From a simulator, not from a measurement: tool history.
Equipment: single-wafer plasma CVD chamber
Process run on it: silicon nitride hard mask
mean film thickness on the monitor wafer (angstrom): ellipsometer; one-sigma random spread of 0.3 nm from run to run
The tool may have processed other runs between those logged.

| run | hour | heater temperature setpoint (°C) | chamber pressure (Pa) | RF power (kW) | deposition time (s) | mean film thickness on the monitor wafer (angstrom) |
|---|---|---|---|---|---|---|
| 1 | 0 | 420 | 243 | 0.3 | 39.1 | 454.38 |
| 2 | 3.4 | 420 | 259 | 0.315 | 39.2 | 482.06 |
| 3 | 11.8 | 420 | 272 | 0.325 | 39.2 | 494.67 |
| 4 | 14 | 416 | 272 | 0.325 | 39.2 | 497.8 |
|  | 21 | RF generator calibrated |
| 5 | 21 | 416 | 283 | 0.335 | 39.3 | 530.26 |
| 6 | 29.3 | 416 | 283 | 0.335 | 39.1 | 522.96 |
| 7 | 34.6 | 415 | 293 | 0.335 | 39.1 | 528.81 |

Run 8 comes next. What will it give?
| 8 | 36.1 | 415 | 303 | 0.335 | 39.1 | ? |

Run 8 measured mean film thickness on the monitor wafer (angstrom) 531.93.

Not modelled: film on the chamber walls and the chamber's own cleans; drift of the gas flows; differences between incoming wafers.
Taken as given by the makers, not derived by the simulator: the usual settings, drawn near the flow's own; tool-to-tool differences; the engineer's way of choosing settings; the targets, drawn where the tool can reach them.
